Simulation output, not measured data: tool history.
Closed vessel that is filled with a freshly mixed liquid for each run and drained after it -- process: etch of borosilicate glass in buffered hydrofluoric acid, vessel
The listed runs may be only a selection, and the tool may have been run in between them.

| run | day | temperature setpoint of the liquid (°C) | parts of 40 % ammonium fluoride to one part of 49 % hydrofluoric acid (parts by volume) | time in the liquid (s) | thickness taken off the borosilicate glass on a monitor wafer (angstrom) |
|---|---|---|---|---|---|
| 1 | 0 | 22 | 21 | 30 | 167.5 |
| 2 | 0.296 | 22 | 24 | 30 | 150.89 |
| 3 | 0.454 | 21 | 25 | 30 | 140.38 |
| 4 | 0.5 | 21 | 25 | 30 | 138.75 |
| 5 | 0.725 | 18.5 | 25 | 30 | 121.87 |
| 6 | 0.962 | 18.5 | 28.5 | 30 | 111.69 |
| 7 | 1.258 | 18 | 28.5 | 30 | 108.85 |

Expected results for the next run?
| 8 | 1.4 | 17.5 | 29 | 30 | ? |

{"run 8": {"thickness taken off the borosilicate glass on a monitor wafer (angstrom)": 103.54}}

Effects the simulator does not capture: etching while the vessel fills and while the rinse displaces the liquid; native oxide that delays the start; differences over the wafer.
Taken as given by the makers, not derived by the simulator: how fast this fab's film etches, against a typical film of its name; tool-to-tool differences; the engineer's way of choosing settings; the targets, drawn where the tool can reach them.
